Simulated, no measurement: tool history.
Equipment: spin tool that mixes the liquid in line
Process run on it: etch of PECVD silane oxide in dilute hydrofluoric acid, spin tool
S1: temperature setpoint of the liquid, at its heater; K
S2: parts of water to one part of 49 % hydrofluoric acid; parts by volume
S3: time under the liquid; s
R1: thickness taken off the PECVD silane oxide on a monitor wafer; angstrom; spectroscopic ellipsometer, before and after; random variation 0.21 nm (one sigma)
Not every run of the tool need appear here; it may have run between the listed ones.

run,day,S1,S2,S3,R1
1,0,296.15,210,145,285.73
2,0.054,296.15,260,145,224.68
3,0.317,296.15,260,160,249
4,0.529,296.15,230,160,285.23
5,0.842,296.15,230,145,260.02
6,1.142,296.15,230,160,285.97
7,1.388,294.65,230,160,269.37
8,1.508,294.15,230,160,264.41
9,1.75,293.65,230,160,255.27

Expected results for the next run?
10,1.775,293.65,230,160,?

Run 10 produced R1 260.39 angstrom.

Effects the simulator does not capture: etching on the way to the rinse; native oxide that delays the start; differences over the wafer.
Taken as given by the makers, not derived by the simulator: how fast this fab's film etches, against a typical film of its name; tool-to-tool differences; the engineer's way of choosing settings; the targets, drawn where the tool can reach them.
